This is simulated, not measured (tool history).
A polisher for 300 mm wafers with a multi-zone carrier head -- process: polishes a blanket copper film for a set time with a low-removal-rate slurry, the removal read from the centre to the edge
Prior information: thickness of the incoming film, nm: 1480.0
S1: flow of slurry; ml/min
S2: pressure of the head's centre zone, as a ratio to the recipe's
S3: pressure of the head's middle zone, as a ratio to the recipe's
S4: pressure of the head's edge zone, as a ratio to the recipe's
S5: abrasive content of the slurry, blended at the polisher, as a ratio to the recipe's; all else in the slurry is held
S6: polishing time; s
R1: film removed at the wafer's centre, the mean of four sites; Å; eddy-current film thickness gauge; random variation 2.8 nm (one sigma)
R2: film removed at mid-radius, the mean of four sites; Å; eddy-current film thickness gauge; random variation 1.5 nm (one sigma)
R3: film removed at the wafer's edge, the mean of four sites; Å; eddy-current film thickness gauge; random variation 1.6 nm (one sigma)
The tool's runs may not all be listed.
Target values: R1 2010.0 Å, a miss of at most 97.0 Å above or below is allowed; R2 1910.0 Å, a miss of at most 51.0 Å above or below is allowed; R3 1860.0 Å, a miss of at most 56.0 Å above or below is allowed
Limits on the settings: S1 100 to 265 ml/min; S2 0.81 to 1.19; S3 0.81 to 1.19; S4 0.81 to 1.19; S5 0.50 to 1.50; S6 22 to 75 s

| run | day | S1 | S2 | S3 | S4 | S5 | S6 | R1 | R2 | R3 |
|---|---|---|---|---|---|---|---|---|---|---|
| 1 | 0.000 | 170 | 1.00 | 1.00 | 1.00 | 1.00 | 48 | 1395.7 | 1379.5 | 1396.4 |
| 2 | 0.283 | 175 | 1.01 | 1.01 | 1.01 | 1.05 | 48 | 1476.7 | 1384.7 | 1424.5 |
| 3 | 0.467 | 175 | 1.01 | 1.01 | 1.01 | 1.05 | 58 | 1751.5 | 1717.8 | 1704.0 |
| 4 | 0.783 | 175 | 1.01 | 1.01 | 1.01 | 1.25 | 58 | 1833.7 | 1762.1 | 1789.1 |
| 5 | 0.967 | 175 | 0.95 | 1.01 | 1.01 | 1.25 | 58 | 1740.4 | 1748.5 | 1762.1 |
| 6 | 1.250 | 175 | 0.95 | 0.97 | 1.01 | 1.25 | 58 | 1717.1 | 1692.1 | 1763.0 |
| 7 | 1.421 | 180 | 0.96 | 0.98 | 1.01 | 1.25 | 58 | 1773.1 | 1737.5 | 1783.4 |
| 8 | 1.658 | 185 | 0.96 | 0.98 | 1.01 | 1.25 | 58 | 1718.7 | 1719.8 | 1792.0 |
| 9 | 1.733 | 185 | 0.97 | 0.99 | 1.01 | 1.25 | 58 | 1765.8 | 1737.9 | 1811.1 |
| 10 | 2.038 | 185 | 0.98 | 1.00 | 1.01 | 1.25 | 58 | 1823.1 | 1763.3 | 1780.7 |
| 11 | 2.146 | 190 | 0.98 | 1.00 | 1.01 | 1.25 | 58 | 1777.1 | 1771.6 | 1792.5 |

Next run, 5 choices. One meets every target within its allowed miss, the rest don't. Which?
| A | 2.254 | 190 | 1.11 | 1.12 | 1.11 | 1.30 | 57 | ? | ? | ? |
| B | 2.254 | 175 | 1.17 | 1.08 | 0.91 | 1.35 | 63 | ? | ? | ? |
| C | 2.254 | 240 | 0.87 | 0.97 | 1.04 | 1.50 | 60 | ? | ? | ? |
| D | 2.254 | 230 | 0.97 | 1.01 | 0.99 | 1.05 | 66 | ? | ? | ? |
| E | 2.254 | 145 | 1.12 | 1.01 | 0.90 | 1.35 | 64 | ? | ? | ? |

| move | R1 | R2 | R3 |
|---|---|---|---|
| A | 2013.4 | 1906.0 | 1891.9 |
| B | 2335.2 | 2042.1 | 1899.5 |
| C | 1760.4 | 1909.6 | 2031.3 |
| D | 2000.1 | 2003.2 | 2021.1 |
| E | 2200.9 | 1919.7 | 1883.7 |
A: in spec on every target
B: the result that was furthest off in the last run now lies on the other side of its target
C: gets the furthest-off result to its target, but another result is out of tolerance
D: the result that was furthest off in the last run now lies on the other side of its target
E: gets the furthest-off result to its target, but another result is out of tolerance
Move A is the one to make.
